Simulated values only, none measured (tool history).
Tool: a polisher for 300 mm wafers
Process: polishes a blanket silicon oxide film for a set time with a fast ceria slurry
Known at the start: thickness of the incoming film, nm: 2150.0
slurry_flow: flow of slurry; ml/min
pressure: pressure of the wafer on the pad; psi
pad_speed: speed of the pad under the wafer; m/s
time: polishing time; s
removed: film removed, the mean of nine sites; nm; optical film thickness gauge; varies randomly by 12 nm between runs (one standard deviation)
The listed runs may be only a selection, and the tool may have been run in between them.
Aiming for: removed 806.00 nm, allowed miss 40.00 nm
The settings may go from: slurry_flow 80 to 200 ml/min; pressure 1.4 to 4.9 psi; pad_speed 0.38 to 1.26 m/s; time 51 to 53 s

run  hour  slurry_flow  pressure  pad_speed  time  removed
  1   0.0          130       3.1       0.82    51   590.58
  2   6.5          130       3.2       0.82    51   609.58
  3   8.9          130       3.2       0.82    51   613.00
  4  15.8          100       3.2       0.82    51   573.85
  5  21.2          105       3.3       0.82    51   599.41
  6  26.9          110       3.4       0.82    51   618.63
  7  34.2          115       3.5       0.82    51   639.36
  8  36.2          120       3.6       0.82    51   672.87
  9  44.5          120       3.6       0.82    51   664.00
 10  52.0          120       3.7       0.82    51   679.35
 11  60.5          120       3.7       0.82    51   685.29
 12  64.6          125       3.8       0.82    51   683.28
 13  69.7          125       3.9       0.82    51   732.62
 14  76.4          130       4.0       0.82    51   724.69
 15  81.8          130       4.1       0.82    51   761.58

Which single option among these 4 for the next run brings every result within its allowed miss of target? Just one does.
  A  87.2          165       4.9       0.78    52        ?
  B  87.2           85       4.2       0.82    53        ?
  C  87.2          150       4.8       0.80    52        ?
  D  87.2          105       4.2       0.86    53        ?

move  removed
   A   889.30
   B   706.22
   C   878.59
   D   786.71
A: moves the result that the last run missed by most past its target, out the other side
B: further off than the last run
C: moves the result that the last run missed by most past its target, out the other side
D: every result lands within tolerance
The right move is D.
